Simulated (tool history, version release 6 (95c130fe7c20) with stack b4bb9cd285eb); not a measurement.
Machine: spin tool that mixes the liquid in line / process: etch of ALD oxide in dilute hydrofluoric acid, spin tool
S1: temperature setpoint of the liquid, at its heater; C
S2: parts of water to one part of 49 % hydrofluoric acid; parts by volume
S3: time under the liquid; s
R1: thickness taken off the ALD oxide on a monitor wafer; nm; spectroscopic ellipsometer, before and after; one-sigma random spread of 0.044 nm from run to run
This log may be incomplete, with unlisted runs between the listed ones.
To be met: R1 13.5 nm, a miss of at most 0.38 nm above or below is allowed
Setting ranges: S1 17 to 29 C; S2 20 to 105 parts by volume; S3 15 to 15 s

{"run": 1, "hour": 0.0, "S1": 21, "S2": 55, "S3": 15, "R1": 8.4356}
{"run": 2, "hour": 6.3, "S1": 24.5, "S2": 55, "S3": 15, "R1": 9.7983}
{"run": 3, "hour": 15.0, "S1": 25, "S2": 55, "S3": 15, "R1": 9.9887}
{"run": 4, "hour": 20.6, "S1": 25, "S2": 35, "S3": 15, "R1": 16.012}
{"run": 5, "hour": 25.7, "S1": 24.5, "S2": 35, "S3": 15, "R1": 15.744}
{"run": 6, "hour": 30.0, "S1": 24, "S2": 35, "S3": 15, "R1": 15.435}
{"hour": 34.4, "done": "hydrofluoric acid flow meter replaced"}
{"run": 7, "hour": 34.4, "S1": 20.5, "S2": 35, "S3": 15, "R1": 12.67}
{"run": 8, "hour": 36.4, "S1": 21, "S2": 35, "S3": 15, "R1": 12.957}

Of the 5 settings listed for the next run, only one would bring every result within its allowed miss of target. Which one?
{"run": "A", "hour": 38.4, "S1": 18.5, "S2": 30, "S3": 15, "R1": "?"}
{"run": "B", "hour": 38.4, "S1": 20.5, "S2": 30, "S3": 15, "R1": "?"}
{"run": "C", "hour": 38.4, "S1": 20, "S2": 35, "S3": 15, "R1": "?"}
{"run": "D", "hour": 38.4, "S1": 23, "S2": 35, "S3": 15, "R1": "?"}
{"run": "E", "hour": 38.4, "S1": 17, "S2": 30, "S3": 15, "R1": "?"}

move=A R1=13.597
move=B R1=14.826
move=C R1=12.363
move=D R1=14.042
move=E R1=12.732
A: meets every target
B: takes the result that was furthest off past its target
C: the biggest miss grows against the last run
D: takes the result that was furthest off past its target
E: the biggest miss grows against the last run
Go with A: it meets all targets.

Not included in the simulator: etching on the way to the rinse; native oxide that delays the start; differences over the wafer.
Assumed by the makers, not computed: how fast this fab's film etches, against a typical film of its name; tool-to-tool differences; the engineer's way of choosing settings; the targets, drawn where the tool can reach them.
